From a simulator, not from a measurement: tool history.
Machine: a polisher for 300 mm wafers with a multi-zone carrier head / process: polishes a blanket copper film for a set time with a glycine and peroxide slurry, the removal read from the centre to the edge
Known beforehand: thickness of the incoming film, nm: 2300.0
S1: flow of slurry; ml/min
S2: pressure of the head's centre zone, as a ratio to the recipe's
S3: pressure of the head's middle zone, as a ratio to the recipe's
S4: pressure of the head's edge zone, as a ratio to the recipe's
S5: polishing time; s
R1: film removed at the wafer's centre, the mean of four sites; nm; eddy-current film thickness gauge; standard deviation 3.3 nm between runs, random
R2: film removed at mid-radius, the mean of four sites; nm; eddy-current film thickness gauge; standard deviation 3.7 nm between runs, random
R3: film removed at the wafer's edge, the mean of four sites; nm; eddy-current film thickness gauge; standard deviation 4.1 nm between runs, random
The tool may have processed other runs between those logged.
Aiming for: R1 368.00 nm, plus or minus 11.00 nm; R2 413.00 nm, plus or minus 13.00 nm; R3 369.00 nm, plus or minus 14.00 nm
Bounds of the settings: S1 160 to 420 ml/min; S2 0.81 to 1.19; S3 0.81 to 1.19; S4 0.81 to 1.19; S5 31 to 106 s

Run 1, hour 0.0: S1 270 ml/min, S2 1.00, S3 1.00, S4 1.00, S5 68 s. Result: R1 538.30 nm, R2 539.68 nm, R3 547.79 nm.
Run 2, hour 8.4: S1 270 ml/min, S2 1.00, S3 1.00, S4 1.00, S5 79 s. Result: R1 624.36 nm, R2 637.63 nm, R3 632.43 nm.
Run 3, hour 13.1: S1 235 ml/min, S2 1.00, S3 1.00, S4 1.00, S5 79 s. Result: R1 613.80 nm, R2 627.65 nm, R3 639.50 nm.
Run 4, hour 20.5: S1 235 ml/min, S2 1.00, S3 1.05, S4 1.00, S5 79 s. Result: R1 610.23 nm, R2 650.40 nm, R3 619.54 nm.
Run 5, hour 25.6: S1 235 ml/min, S2 1.05, S3 1.05, S4 1.00, S5 79 s. Result: R1 639.08 nm, R2 657.10 nm, R3 623.98 nm.
Run 6, hour 31.2: S1 235 ml/min, S2 0.97, S3 1.05, S4 1.00, S5 79 s. Result: R1 599.99 nm, R2 654.40 nm, R3 617.66 nm.
Run 7, hour 36.6: S1 240 ml/min, S2 0.96, S3 1.05, S4 0.99, S5 75 s. Result: R1 566.86 nm, R2 618.62 nm, R3 584.08 nm.
Run 8, hour 43.2: S1 245 ml/min, S2 0.95, S3 1.05, S4 0.98, S5 71 s. Result: R1 530.02 nm, R2 586.87 nm, R3 562.89 nm.

Below are 4 possible settings for the next run. Only one of them brings all results inside the allowed miss of their targets. Which is it?
Run A, hour 49.8: S1 205 ml/min, S2 0.97, S3 1.15, S4 0.90, S5 50 s. Result: R1 ?, R2 ?, R3 ?.
Run B, hour 49.8: S1 210 ml/min, S2 0.99, S3 1.11, S4 0.94, S5 49 s. Result: R1 ?, R2 ?, R3 ?.
Run C, hour 49.8: S1 230 ml/min, S2 0.85, S3 1.08, S4 1.00, S5 52 s. Result: R1 ?, R2 ?, R3 ?.
Run D, hour 49.8: S1 195 ml/min, S2 0.88, S3 1.06, S4 0.99, S5 51 s. Result: R1 ?, R2 ?, R3 ?.

move      R1      R2      R3
   A  369.57  434.10  375.32
   B  370.64  414.24  376.60
   C  346.78  435.69  416.08
   D  340.94  409.52  398.28
A: corrects the largest miss of the last run, while another result sits out of spec
B: hits every target within its allowed miss
C: moves the result that the last run missed by most past its target, out the other side
D: moves the result that the last run missed by most past its target, out the other side
Go with B: it meets all targets.

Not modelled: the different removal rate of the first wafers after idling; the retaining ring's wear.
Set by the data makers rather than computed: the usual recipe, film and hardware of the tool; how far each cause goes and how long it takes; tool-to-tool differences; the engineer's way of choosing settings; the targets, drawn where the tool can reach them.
